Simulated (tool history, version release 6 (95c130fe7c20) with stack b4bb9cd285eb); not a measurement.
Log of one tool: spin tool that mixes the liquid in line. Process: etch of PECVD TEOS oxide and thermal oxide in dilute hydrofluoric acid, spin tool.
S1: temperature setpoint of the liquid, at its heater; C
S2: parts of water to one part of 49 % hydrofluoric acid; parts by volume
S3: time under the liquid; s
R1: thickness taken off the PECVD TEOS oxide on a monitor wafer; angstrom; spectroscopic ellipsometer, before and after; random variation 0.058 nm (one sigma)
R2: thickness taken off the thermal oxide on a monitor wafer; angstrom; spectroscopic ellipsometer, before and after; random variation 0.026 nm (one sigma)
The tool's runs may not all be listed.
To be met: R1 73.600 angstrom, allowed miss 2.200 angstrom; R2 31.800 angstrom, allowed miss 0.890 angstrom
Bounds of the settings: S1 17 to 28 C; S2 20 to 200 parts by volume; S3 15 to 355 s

{"run": 1, "hour": 0.0, "S1": 20, "S2": 110, "S3": 180, "R1": 165.37, "R2": 70.748}
{"run": 2, "hour": 0.9, "S1": 19, "S2": 130, "S3": 180, "R1": 131.9, "R2": 56.384}
{"run": 3, "hour": 8.2, "S1": 19, "S2": 150, "S3": 180, "R1": 109.68, "R2": 48.112}
{"run": 4, "hour": 14.2, "S1": 17, "S2": 150, "S3": 180, "R1": 102.12, "R2": 44.171}
{"run": 5, "hour": 15.3, "S1": 17, "S2": 135, "S3": 180, "R1": 116.44, "R2": 49.015}
{"run": 6, "hour": 20.0, "S1": 17, "S2": 105, "S3": 180, "R1": 152.57, "R2": 65.741}
{"run": 7, "hour": 25.8, "S1": 17, "S2": 150, "S3": 170, "R1": 96.835, "R2": 41.494}
{"run": 8, "hour": 29.0, "S1": 17, "S2": 160, "S3": 170, "R1": 90.031, "R2": 38.853}
{"run": 9, "hour": 31.1, "S1": 17, "S2": 165, "S3": 170, "R1": 86.33, "R2": 37.418}
{"run": 10, "hour": 32.0, "S1": 17, "S2": 165, "S3": 170, "R1": 86.314, "R2": 37.228}
{"run": 11, "hour": 37.9, "S1": 17, "S2": 170, "S3": 170, "R1": 82.841, "R2": 36.176}
{"run": 12, "hour": 40.4, "S1": 17, "S2": 175, "S3": 170, "R1": 80.278, "R2": 34.566}
{"run": 13, "hour": 41.5, "S1": 17, "S2": 180, "S3": 170, "R1": 77.811, "R2": 34.026}

Which of these 4 next moves meets every target?
{"run": "A", "hour": 42.6, "S1": 19, "S2": 200, "S3": 180, "R1": "?", "R2": "?"}
{"run": "B", "hour": 42.6, "S1": 21, "S2": 190, "S3": 145, "R1": "?", "R2": "?"}
{"run": "C", "hour": 42.6, "S1": 17, "S2": 190, "S3": 185, "R1": "?", "R2": "?"}
{"run": "D", "hour": 42.6, "S1": 20, "S2": 190, "S3": 165, "R1": "?", "R2": "?"}

move=A R1=78.884 R2=33.963
move=B R1=72.994 R2=31.427
move=C R1=79.595 R2=34.269
move=D R1=79.914 R2=34.406
A: as far off as the last run
B: meets every target
C: further off than the last run
D: further off than the last run
Move B is the one to make.

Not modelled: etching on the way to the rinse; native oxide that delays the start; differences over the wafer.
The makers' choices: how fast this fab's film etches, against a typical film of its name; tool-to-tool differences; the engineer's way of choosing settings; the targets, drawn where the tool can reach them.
